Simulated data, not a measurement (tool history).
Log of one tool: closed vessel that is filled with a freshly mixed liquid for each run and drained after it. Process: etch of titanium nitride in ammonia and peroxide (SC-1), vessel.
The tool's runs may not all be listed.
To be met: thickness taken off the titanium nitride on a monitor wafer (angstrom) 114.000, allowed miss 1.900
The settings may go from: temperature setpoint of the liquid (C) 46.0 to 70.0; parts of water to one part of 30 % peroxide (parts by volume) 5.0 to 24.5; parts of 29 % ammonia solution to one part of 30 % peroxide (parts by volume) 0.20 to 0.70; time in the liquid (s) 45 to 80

| run | hour | temperature setpoint of the liquid (C) | parts of water to one part of 30 % peroxide (parts by volume) | parts of 29 % ammonia solution to one part of 30 % peroxide (parts by volume) | time in the liquid (s) | thickness taken off the titanium nitride on a monitor wafer (angstrom) |
|---|---|---|---|---|---|---|
| 1 | 0.0 | 62.0 | 13.5 | 0.40 | 80 | 98.653 |
| 2 | 7.7 | 62.0 | 13.5 | 0.35 | 80 | 96.259 |
| 3 | 13.4 | 62.0 | 13.5 | 0.35 | 45 | 54.152 |
| 4 | 15.3 | 62.0 | 11.0 | 0.35 | 45 | 61.206 |
| 5 | 20.7 | 58.0 | 11.0 | 0.35 | 45 | 46.725 |
| 6 | 24.2 | 58.0 | 11.0 | 0.35 | 80 | 82.594 |
| 7 | 31.4 | 59.5 | 11.0 | 0.35 | 80 | 91.689 |
|  | 33.2 | thermometer replaced |
| 8 | 33.2 | 63.5 | 11.0 | 0.35 | 80 | 102.630 |
| 9 | 39.1 | 64.0 | 11.0 | 0.35 | 80 | 105.900 |

Which of these 5 next moves meets every target?
| A | 45.0 | 67.5 | 15.0 | 0.40 | 80 | ? |
| B | 45.0 | 67.0 | 15.0 | 0.40 | 70 | ? |
| C | 45.0 | 64.5 | 9.5 | 0.45 | 70 | ? |
| D | 45.0 | 66.0 | 11.0 | 0.35 | 65 | ? |
| E | 45.0 | 64.0 | 9.5 | 0.40 | 70 | ? |

| move | thickness taken off the titanium nitride on a monitor wafer (angstrom) |
|---|---|
| A | 115.100 |
| B | 97.597 |
| C | 108.680 |
| D | 98.213 |
| E | 103.090 |
A: meets every target
B: further off than the last run
C: nearer than the last run, and not there yet
D: further off than the last run
E: further off than the last run
The right move is A.
